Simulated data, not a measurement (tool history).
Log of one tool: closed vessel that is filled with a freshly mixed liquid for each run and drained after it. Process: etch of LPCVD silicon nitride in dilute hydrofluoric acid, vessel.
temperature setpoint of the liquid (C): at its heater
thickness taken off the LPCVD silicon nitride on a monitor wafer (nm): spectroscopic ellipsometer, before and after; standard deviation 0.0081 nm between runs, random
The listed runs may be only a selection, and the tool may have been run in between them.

run  hour  temperature setpoint of the liquid (C)  parts of water to one part of 49 % hydrofluoric acid (parts by volume)  time in the liquid (s)  thickness taken off the LPCVD silicon nitride on a monitor wafer (nm)
  1     0                                      20                                                                     150                     785                                                                  1.907
  2   5.2                                    17.5                                                                     150                     785                                                                 1.6278
  3   6.9                                    17.5                                                                     175                     780                                                                   1.39
  4  13.6                                      19                                                                     175                     780                                                                 1.5304
  5  19.7                                    20.5                                                                     175                     780                                                                 1.7004
  6  27.9                                    19.5                                                                     190                     775                                                                 1.4287
  7  29.6                                    18.5                                                                     200                     775                                                                  1.277
  8  39.2                                      18                                                                     210                     775                                                                 1.1842

What will run 9 give?
  9  42.9                                    17.5                                                                     220                     775                                                                      ?

thickness taken off the LPCVD silicon nitride on a monitor wafer (nm): 1.1043
